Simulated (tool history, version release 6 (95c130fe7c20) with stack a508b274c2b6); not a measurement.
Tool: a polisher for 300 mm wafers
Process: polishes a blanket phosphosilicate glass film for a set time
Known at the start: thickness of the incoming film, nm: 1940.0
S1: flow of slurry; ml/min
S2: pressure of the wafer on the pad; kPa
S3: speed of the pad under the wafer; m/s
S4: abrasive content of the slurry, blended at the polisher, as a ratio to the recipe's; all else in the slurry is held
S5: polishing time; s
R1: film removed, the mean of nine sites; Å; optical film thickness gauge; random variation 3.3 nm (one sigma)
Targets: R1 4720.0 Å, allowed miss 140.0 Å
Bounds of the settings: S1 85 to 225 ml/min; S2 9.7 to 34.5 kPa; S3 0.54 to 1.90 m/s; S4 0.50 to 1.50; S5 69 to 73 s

{"run": 1, "hour": 0.0, "S1": 145, "S2": 22.1, "S3": 1.22, "S4": 1.0, "S5": 69, "R1": 6581.7}
{"run": 2, "hour": 8.0, "S1": 140, "S2": 21.4, "S3": 1.22, "S4": 1.0, "S5": 69, "R1": 6449.6}
{"run": 3, "hour": 10.3, "S1": 175, "S2": 21.4, "S3": 1.22, "S4": 1.0, "S5": 69, "R1": 6595.2}
{"run": 4, "hour": 16.9, "S1": 175, "S2": 20.7, "S3": 1.22, "S4": 1.0, "S5": 69, "R1": 6373.3}
{"run": 5, "hour": 24.3, "S1": 175, "S2": 20.0, "S3": 1.22, "S4": 1.0, "S5": 69, "R1": 6120.1}
{"run": 6, "hour": 25.8, "S1": 175, "S2": 24.8, "S3": 1.22, "S4": 1.0, "S5": 69, "R1": 7532.0}
{"run": 7, "hour": 33.4, "S1": 175, "S2": 23.4, "S3": 1.22, "S4": 1.0, "S5": 69, "R1": 7187.7}
{"run": 8, "hour": 42.4, "S1": 175, "S2": 22.1, "S3": 1.22, "S4": 1.0, "S5": 69, "R1": 6765.6}
{"run": 9, "hour": 46.2, "S1": 175, "S2": 21.4, "S3": 1.22, "S4": 1.0, "S5": 69, "R1": 6473.9}
{"run": 10, "hour": 49.9, "S1": 175, "S2": 20.7, "S3": 1.22, "S4": 1.0, "S5": 69, "R1": 6381.2}
{"run": 11, "hour": 54.2, "S1": 175, "S2": 20.0, "S3": 1.22, "S4": 1.0, "S5": 69, "R1": 6113.7}
{"run": 12, "hour": 60.2, "S1": 175, "S2": 20.0, "S3": 1.22, "S4": 1.0, "S5": 69, "R1": 6068.2}
{"run": 13, "hour": 69.1, "S1": 175, "S2": 19.3, "S3": 1.22, "S4": 1.0, "S5": 69, "R1": 5930.2}
{"run": 14, "hour": 76.4, "S1": 135, "S2": 14.5, "S3": 1.2, "S4": 1.0, "S5": 69, "R1": 4282.0}
{"run": 15, "hour": 78.2, "S1": 140, "S2": 14.5, "S3": 1.2, "S4": 1.0, "S5": 69, "R1": 4312.9}
{"run": 16, "hour": 83.9, "S1": 145, "S2": 14.5, "S3": 1.2, "S4": 1.0, "S5": 69, "R1": 4313.3}
{"run": 17, "hour": 89.5, "S1": 170, "S2": 16.5, "S3": 1.2, "S4": 1.0, "S5": 69, "R1": 4968.6}

Which of these 4 next moves meets every target?
{"run": "A", "hour": 95.1, "S1": 180, "S2": 13.8, "S3": 1.42, "S4": 1.05, "S5": 73, "R1": "?"}
{"run": "B", "hour": 95.1, "S1": 160, "S2": 16.5, "S3": 1.04, "S4": 1.2, "S5": 69, "R1": "?"}
{"run": "C", "hour": 95.1, "S1": 165, "S2": 17.2, "S3": 1.14, "S4": 1.1, "S5": 69, "R1": "?"}
{"run": "D", "hour": 95.1, "S1": 185, "S2": 15.9, "S3": 1.3, "S4": 0.95, "S5": 70, "R1": "?"}

move=A R1=5165.1
move=B R1=4648.1
move=C R1=5087.9
move=D R1=5133.6
A: further off than the last run
B: meets every target
C: further off than the last run
D: further off than the last run
The right move is B.
